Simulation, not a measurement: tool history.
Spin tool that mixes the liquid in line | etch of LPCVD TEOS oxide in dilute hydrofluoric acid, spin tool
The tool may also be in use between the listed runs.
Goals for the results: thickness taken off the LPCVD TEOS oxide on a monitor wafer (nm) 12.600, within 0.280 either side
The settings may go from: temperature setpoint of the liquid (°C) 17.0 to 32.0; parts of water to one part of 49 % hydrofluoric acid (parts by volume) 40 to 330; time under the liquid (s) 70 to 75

run    day  temperature setpoint of the liquid (°C)  parts of water to one part of 49 % hydrofluoric acid (parts by volume)  time under the liquid (s)  thickness taken off the LPCVD TEOS oxide on a monitor wafer (nm)
  1  0.000                                     24.0                                                                     185                         70                                                            16.255
  2  0.154                                     22.0                                                                     185                         70                                                            15.268
  3  0.217                                     22.0                                                                     185                         75                                                            16.273
  4  0.508                                     19.5                                                                     185                         75                                                            14.953
  5  0.871                                     19.0                                                                     185                         75                                                            14.569
  6  1.183                                     18.5                                                                     185                         75                                                            14.361
  7  1.233                                     18.0                                                                     185                         75                                                            13.983
  8  1.321                                     17.5                                                                     190                         75                                                            13.188
  9  1.588                                     17.0                                                                     190                         75                                                            13.036

Pick the move, out of 4, that brings all results within their allowed miss; only one does.
  A  1.854                                     20.0                                                                     210                         75                                                                 ?
  B  1.854                                     18.5                                                                     195                         75                                                                 ?
  C  1.854                                     18.0                                                                     200                         70                                                                 ?
  D  1.854                                     18.5                                                                     205                         75                                                                 ?

move  thickness taken off the LPCVD TEOS oxide on a monitor wafer (nm)
   A                                                            13.090
   B                                                            13.491
   C                                                            11.981
   D                                                            12.712
A: misses by more than the last run did
B: misses by more than the last run did
C: takes the biggest miss from the last run beyond its target
D: every result lands within tolerance
The right move is D.

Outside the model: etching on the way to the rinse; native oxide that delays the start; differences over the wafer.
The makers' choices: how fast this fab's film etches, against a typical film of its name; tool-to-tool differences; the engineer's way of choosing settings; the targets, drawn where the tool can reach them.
